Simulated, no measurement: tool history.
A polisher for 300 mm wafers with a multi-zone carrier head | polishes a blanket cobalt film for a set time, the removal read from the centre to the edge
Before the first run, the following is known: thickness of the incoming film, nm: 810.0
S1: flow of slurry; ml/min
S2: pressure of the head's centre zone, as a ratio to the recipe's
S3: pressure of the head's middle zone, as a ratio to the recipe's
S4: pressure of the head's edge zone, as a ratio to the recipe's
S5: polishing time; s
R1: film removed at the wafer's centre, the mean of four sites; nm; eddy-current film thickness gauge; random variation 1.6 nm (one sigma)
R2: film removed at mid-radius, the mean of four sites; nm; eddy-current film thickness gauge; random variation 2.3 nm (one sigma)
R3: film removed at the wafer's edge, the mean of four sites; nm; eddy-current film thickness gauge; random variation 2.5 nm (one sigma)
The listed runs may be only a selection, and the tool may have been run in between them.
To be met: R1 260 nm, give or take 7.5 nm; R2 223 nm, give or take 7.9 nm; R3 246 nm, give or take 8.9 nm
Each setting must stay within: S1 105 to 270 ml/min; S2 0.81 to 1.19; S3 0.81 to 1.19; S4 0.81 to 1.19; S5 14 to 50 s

Run 1, day 0: S1 175 ml/min, S2 1, S3 1, S4 1, S5 32 s. Result: R1 252.78 nm, R2 253.31 nm, R3 255.52 nm.
Run 2, day 0.342: S1 205 ml/min, S2 1, S3 1, S4 1, S5 32 s. Result: R1 261.73 nm, R2 258.66 nm, R3 262.99 nm.
Run 3, day 0.479: S1 200 ml/min, S2 1.01, S3 0.97, S4 0.99, S5 32 s. Result: R1 260.15 nm, R2 251.99 nm, R3 260.44 nm.
Run 4, day 0.838: S1 200 ml/min, S2 1.01, S3 0.97, S4 0.94, S5 32 s. Result: R1 259.57 nm, R2 247.75 nm, R3 252.74 nm.
Run 5, day 1.2: S1 200 ml/min, S2 1.01, S3 0.97, S4 0.94, S5 39 s. Result: R1 318.47 nm, R2 306.68 nm, R3 316.54 nm.
Run 6, day 1.471: S1 200 ml/min, S2 1.01, S3 0.97, S4 0.94, S5 47 s. Result: R1 379.3 nm, R2 370.67 nm, R3 379.2 nm.
Run 7, day 1.75: S1 160 ml/min, S2 1.01, S3 0.87, S4 0.84, S5 38 s. Result: R1 297.15 nm, R2 268.53 nm, R3 293.06 nm.
Run 8, day 1.858: S1 160 ml/min, S2 1.02, S3 0.87, S4 0.84, S5 36 s. Result: R1 286.3 nm, R2 253.52 nm, R3 269.13 nm.
Run 9, day 1.988: S1 155 ml/min, S2 1.02, S3 0.86, S4 0.84, S5 35 s. Result: R1 278.29 nm, R2 240.78 nm, R3 265.37 nm.
Run 10, day 2.142: S1 150 ml/min, S2 1.02, S3 0.86, S4 0.83, S5 34 s. Result: R1 268.02 nm, R2 237.14 nm, R3 254.55 nm.
Run 11, day 2.362: S1 145 ml/min, S2 1.02, S3 0.85, S4 0.83, S5 34 s. Result: R1 263.88 nm, R2 234.8 nm, R3 252.31 nm.
Run 12, day 2.612: S1 145 ml/min, S2 1.02, S3 0.84, S4 0.83, S5 34 s. Result: R1 269.24 nm, R2 232.39 nm, R3 252.68 nm.

4 candidate next runs follow, results not yet known. Just one meets every target within its allowed miss. Identify it.
Run A, day 2.862: S1 160 ml/min, S2 0.98, S3 0.91, S4 0.81, S5 33 s. Result: R1 ?, R2 ?, R3 ?.
Run B, day 2.862: S1 160 ml/min, S2 1.1, S3 0.83, S4 0.81, S5 33 s. Result: R1 ?, R2 ?, R3 ?.
Run C, day 2.862: S1 115 ml/min, S2 1.03, S3 0.84, S4 0.81, S5 34 s. Result: R1 ?, R2 ?, R3 ?.
Run D, day 2.862: S1 140 ml/min, S2 1.07, S3 0.82, S4 0.81, S5 33 s. Result: R1 ?, R2 ?, R3 ?.

move      R1      R2      R3
   A  253.87  238.01  248.77
   B  285.05  221.35  249.02
   C  260.79  219.78  248.12
   D  271.61  215.39  245.82
A: gets the furthest-off result to its target, but another result is out of tolerance
B: further off than the last run
C: all results in spec
D: further off than the last run
The right move is C.
